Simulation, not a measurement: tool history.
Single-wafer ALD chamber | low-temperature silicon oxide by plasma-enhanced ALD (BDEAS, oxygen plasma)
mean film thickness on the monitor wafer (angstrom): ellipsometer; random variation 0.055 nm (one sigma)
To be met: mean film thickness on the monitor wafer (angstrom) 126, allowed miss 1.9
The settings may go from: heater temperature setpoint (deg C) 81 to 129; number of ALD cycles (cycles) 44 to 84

run  hour  heater temperature setpoint (deg C)  number of ALD cycles (cycles)  mean film thickness on the monitor wafer (angstrom)
  1     0                                  105                             64                                                95.52
  2   7.1                                  105                             71                                               106.01
  3   9.6                                  105                             62                                               92.405
  4  15.8                                  103                             65                                               97.301
  5  18.2                                  101                             68                                               102.28
  6  23.2                                  112                             68                                               100.85
  7    31                                  107                             78                                               115.79
  8  38.8                                  106                             79                                               117.09
  9  46.3                                  105                             80                                               119.17
 10  51.5                                  105                             81                                               121.41
 11  53.9                                  104                             81                                               121.09

4 next moves are on the table. One of them brings every result within its allowed miss. Which?
  A  56.3                                  103                             84                                                    ?
  B  56.3                                   94                             75                                                    ?
  C  56.3                                   97                             75                                                    ?
  D  56.3                                  101                             79                                                    ?

move  mean film thickness on the monitor wafer (angstrom)
   A                                               125.42
   B                                               114.77
   C                                               113.63
   D                                               118.35
A: meets every target
B: further off than the last run
C: further off than the last run
D: further off than the last run
Move A is the one to make.
